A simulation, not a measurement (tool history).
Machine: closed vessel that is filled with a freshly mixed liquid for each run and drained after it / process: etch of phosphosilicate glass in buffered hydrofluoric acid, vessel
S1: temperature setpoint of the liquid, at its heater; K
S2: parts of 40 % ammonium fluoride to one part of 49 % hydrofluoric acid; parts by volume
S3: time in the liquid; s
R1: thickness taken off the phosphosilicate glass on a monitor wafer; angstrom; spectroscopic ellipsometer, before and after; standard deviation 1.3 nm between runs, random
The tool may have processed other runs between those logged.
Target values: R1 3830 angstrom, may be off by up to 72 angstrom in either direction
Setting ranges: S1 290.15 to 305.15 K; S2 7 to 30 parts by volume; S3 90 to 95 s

Run 1, hour 0: S1 298.15 K, S2 19 parts by volume, S3 90 s. Result: R1 4090.6 angstrom.
Run 2, hour 1: S1 301.15 K, S2 19 parts by volume, S3 90 s. Result: R1 4763.9 angstrom.
Run 3, hour 5.4: S1 299.65 K, S2 19 parts by volume, S3 90 s. Result: R1 4409 angstrom.
Run 4, hour 9.2: S1 299.65 K, S2 19 parts by volume, S3 95 s. Result: R1 4642.9 angstrom.
Run 5, hour 14.5: S1 298.65 K, S2 19 parts by volume, S3 95 s. Result: R1 4388.2 angstrom.
At hour 16.8: hydrofluoric acid flow meter replaced.
Run 6, hour 16.8: S1 298.65 K, S2 19 parts by volume, S3 90 s. Result: R1 4410.3 angstrom.
Run 7, hour 18.4: S1 297.15 K, S2 19 parts by volume, S3 90 s. Result: R1 4044.9 angstrom.
Run 8, hour 23.9: S1 296.65 K, S2 19 parts by volume, S3 90 s. Result: R1 3922.3 angstrom.

Which of these 5 next moves meets every target?
Run A, hour 29.4: S1 297.15 K, S2 23 parts by volume, S3 95 s. Result: R1 ?.
Run B, hour 29.4: S1 297.15 K, S2 22 parts by volume, S3 95 s. Result: R1 ?.
Run C, hour 29.4: S1 296.65 K, S2 22.5 parts by volume, S3 95 s. Result: R1 ?.
Run D, hour 29.4: S1 292.15 K, S2 15 parts by volume, S3 95 s. Result: R1 ?.
Run E, hour 29.4: S1 297.15 K, S2 19 parts by volume, S3 90 s. Result: R1 ?.

move      R1
   A  3695.1
   B  3809.9
   C  3649.9
   D  4091.4
   E    4054
A: moves the result that the last run missed by most past its target, out the other side
B: hits every target within its allowed miss
C: moves the result that the last run missed by most past its target, out the other side
D: further off than the last run
E: further off than the last run
The move that meets every target is B.
